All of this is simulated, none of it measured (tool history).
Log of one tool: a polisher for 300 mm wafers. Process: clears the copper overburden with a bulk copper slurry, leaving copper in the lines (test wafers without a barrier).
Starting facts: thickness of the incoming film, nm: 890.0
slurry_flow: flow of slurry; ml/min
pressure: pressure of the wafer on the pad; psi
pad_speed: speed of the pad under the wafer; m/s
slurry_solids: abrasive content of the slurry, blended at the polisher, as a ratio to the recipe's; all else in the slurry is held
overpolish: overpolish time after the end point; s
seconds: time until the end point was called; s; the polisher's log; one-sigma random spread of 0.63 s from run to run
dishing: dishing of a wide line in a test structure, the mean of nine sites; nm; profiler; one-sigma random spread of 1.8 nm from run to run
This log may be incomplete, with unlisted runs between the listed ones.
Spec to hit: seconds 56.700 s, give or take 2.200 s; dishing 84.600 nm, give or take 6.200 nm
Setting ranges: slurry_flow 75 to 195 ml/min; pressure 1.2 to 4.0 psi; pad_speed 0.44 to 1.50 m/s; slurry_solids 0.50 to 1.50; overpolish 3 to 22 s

run	hour	slurry_flow	pressure	pad_speed	slurry_solids	overpolish	seconds	dishing
1	0.0	125	2.6	0.96	1.00	11	94.567	54.600
2	1.6	125	2.6	0.96	1.00	8	94.875	43.895
3	9.0	130	2.9	0.96	1.00	9	85.535	52.204
4	10.6	130	2.3	0.96	1.00	9	107.230	43.116
5	16.4	130	2.6	0.96	1.00	10	96.007	49.926
6	24.0	130	2.6	0.96	1.20	10	91.147	50.019
7	24.8	150	3.3	0.98	1.15	13	67.934	72.312
8	31.1	150	3.4	0.98	1.15	13	67.107	73.499
9	38.7	150	3.5	0.98	1.15	13	65.983	74.212
10	45.9	150	3.5	0.98	1.15	13	65.274	71.779
11	48.9	150	3.6	0.98	1.15	13	64.030	74.067
12	52.9	155	3.7	0.98	1.15	13	61.877	80.489
13	54.0	160	3.7	0.98	1.15	13	60.532	78.429
14	55.3	165	3.7	0.98	1.15	13	60.863	79.960
15	60.8	170	3.8	0.98	1.15	13	60.589	81.047

Which single option among these 5 for the next run brings every result within its allowed miss of target? Just one does.
A	66.3	170	3.3	0.92	1.35	17	?	?
B	66.3	185	3.7	1.00	1.40	10	?	?
C	66.3	165	3.9	0.86	1.25	10	?	?
D	66.3	195	3.2	1.20	1.20	15	?	?
E	66.3	160	3.8	1.16	1.05	8	?	?

move	seconds	dishing
A	70.182	79.748
B	57.160	70.327
C	64.578	66.301
D	57.725	81.252
E	53.459	64.792
A: further off than the last run
B: puts the biggest miss on target and leaves a different result outside tolerance
C: further off than the last run
D: in spec on every target
E: the result that was furthest off in the last run now lies on the other side of its target
Move D is the one to make.
